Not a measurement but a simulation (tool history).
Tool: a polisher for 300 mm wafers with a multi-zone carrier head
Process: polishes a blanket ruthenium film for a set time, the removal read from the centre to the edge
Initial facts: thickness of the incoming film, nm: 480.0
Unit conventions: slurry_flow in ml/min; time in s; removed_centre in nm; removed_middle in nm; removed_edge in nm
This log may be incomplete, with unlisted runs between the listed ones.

run,hour,slurry_flow,centre_zone,middle_zone,edge_zone,time,removed_centre,removed_middle,removed_edge
1,0,280,1,1,1,43,65.996,60.078,63.098
2,5.2,280,1.01,1.01,1.03,45,69.423,62.999,62.879
3,9.5,280,1.01,1.01,1.06,45,71.995,62.81,65.961
4,12.9,285,0.99,1.02,1.08,47,72.608,67.205,68.65
5,20.2,230,0.99,1.02,1.08,47,69.385,64.469,70.183
6,23.7,230,0.99,1.02,1.14,47,69.403,65.825,68.509

Expected results for the next run?
7,31.6,220,1,1.03,1.14,49,?,?,?

Run 7 produced removed_centre 73.5 nm, removed_middle 68.521 nm, removed_edge 73.577 nm.

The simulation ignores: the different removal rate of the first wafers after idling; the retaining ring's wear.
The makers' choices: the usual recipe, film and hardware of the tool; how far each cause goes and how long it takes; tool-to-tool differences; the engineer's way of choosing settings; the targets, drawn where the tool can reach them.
